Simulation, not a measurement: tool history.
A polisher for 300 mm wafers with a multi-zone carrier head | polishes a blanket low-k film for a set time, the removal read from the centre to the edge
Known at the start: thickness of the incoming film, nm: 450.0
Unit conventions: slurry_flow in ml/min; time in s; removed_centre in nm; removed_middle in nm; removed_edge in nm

run,day,slurry_flow,centre_zone,middle_zone,edge_zone,slurry_solids,time,removed_centre,removed_middle,removed_edge
1,0,245,1,1,1,1,82,34.663,35.166,34.959
2,0.267,245,1,0.92,1,1,82,35.173,32.917,35.651
3,0.446,245,1,0.92,1,0.9,82,33.39,30.197,32.144
4,0.583,245,1,0.93,0.99,0.9,82,33.091,30.931,31.908
5,0.858,245,1,0.93,0.98,0.9,82,32.864,30.641,32.241
6,0.983,245,1,0.86,0.98,0.9,82,32.588,29.03,32.43
7,1.333,250,1,0.87,0.97,0.9,82,32.737,28.922,31.819
8,1.55,250,1,0.88,0.96,0.9,82,32.543,29.727,32.305
9,1.688,250,1,0.89,0.95,0.9,82,32.776,29.54,31.644
10,2.038,250,1,0.9,0.94,0.9,82,32.987,29.89,31.248
11,2.058,250,1,0.91,0.94,0.9,82,33.48,30.117,31.644

Predict the results of run 12:
12,2.154,250,0.99,0.92,0.94,0.9,82,?,?,?

Run 12 produced removed_centre 32.332 nm, removed_middle 30.581 nm, removed_edge 31.278 nm.
